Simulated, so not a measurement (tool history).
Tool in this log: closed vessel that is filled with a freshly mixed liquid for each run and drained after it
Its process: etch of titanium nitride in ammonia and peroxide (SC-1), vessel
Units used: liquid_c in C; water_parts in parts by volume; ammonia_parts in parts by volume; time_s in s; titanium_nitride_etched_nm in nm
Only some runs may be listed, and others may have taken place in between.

run  hour  liquid_c  water_parts  ammonia_parts  time_s  titanium_nitride_etched_nm
  1     0        50          6.5           0.85     305                      22.823
  2   5.3        50          6.5            1.1     305                      23.835
  3  12.4      50.5          6.5            1.1     305                      24.388
  4  16.2        51          6.5            1.1     305                      25.026
     22.5  -- new drum of ammonia solution connected
  5  22.5        51          6.5           0.85     305                      24.394
  6  28.5      51.5          6.5           0.85     305                      25.486
  7  30.3      51.5          6.5           0.85     305                      25.523

Expected results for the next run?
  8  32.9        52          6.5           0.85     305                           ?

{"run 8": {"titanium_nitride_etched_nm": 26.406}}
